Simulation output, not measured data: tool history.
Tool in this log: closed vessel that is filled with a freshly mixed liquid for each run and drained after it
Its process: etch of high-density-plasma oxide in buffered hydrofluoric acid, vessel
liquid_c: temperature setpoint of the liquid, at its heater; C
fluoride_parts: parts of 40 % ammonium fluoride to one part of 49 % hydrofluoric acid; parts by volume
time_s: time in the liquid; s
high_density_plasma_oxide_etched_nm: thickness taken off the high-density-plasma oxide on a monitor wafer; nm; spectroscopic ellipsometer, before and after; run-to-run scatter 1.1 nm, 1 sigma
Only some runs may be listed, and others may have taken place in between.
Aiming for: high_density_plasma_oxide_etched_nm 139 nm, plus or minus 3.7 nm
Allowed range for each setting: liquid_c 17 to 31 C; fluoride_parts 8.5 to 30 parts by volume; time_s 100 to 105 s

run  hour  liquid_c  fluoride_parts  time_s  high_density_plasma_oxide_etched_nm
  1     0        23            23.5     100                                87.46
  2   5.2        23            23.5     105                               91.684
  3  14.4        23            23.5     100                               87.695
  4  18.3        23            23.5     100                               88.041
  5  22.3      26.5            23.5     100                               104.72
  6    30      26.5            23.5     100                               107.08
  7  30.9      27.5            23.5     100                               112.71
  8  34.4        28            23.5     100                               114.48
  9  39.3        28            23.5     100                               114.22
 10  46.8      28.5              23     100                               121.25
 11  53.4        29              23     100                               123.68
 12  62.3      29.5              23     100                               127.04
 13  65.3        30              23     100                               130.19
     74.2  -- hydrofluoric acid flow meter replaced
 14  74.2      30.5              23     100                               145.72

Exactly one of the 5 candidate moves below puts every result within its allowed miss. Which one?
  A  83.1      29.5              21     100                                    ?
  B  83.1        30            25.5     100                                    ?
  C  83.1      30.5            26.5     100                                    ?
  D  83.1        30              21     100                                    ?
  E  83.1      30.5              26     105                                    ?

move  high_density_plasma_oxide_etched_nm
   A                               145.66
   B                               130.98
   C                               131.02
   D                               149.56
   E                               139.37
A: roughly where the last run was
B: the result that was furthest off in the last run now lies on the other side of its target
C: the result that was furthest off in the last run now lies on the other side of its target
D: the biggest miss grows against the last run
E: hits every target within its allowed miss
The right move is E.
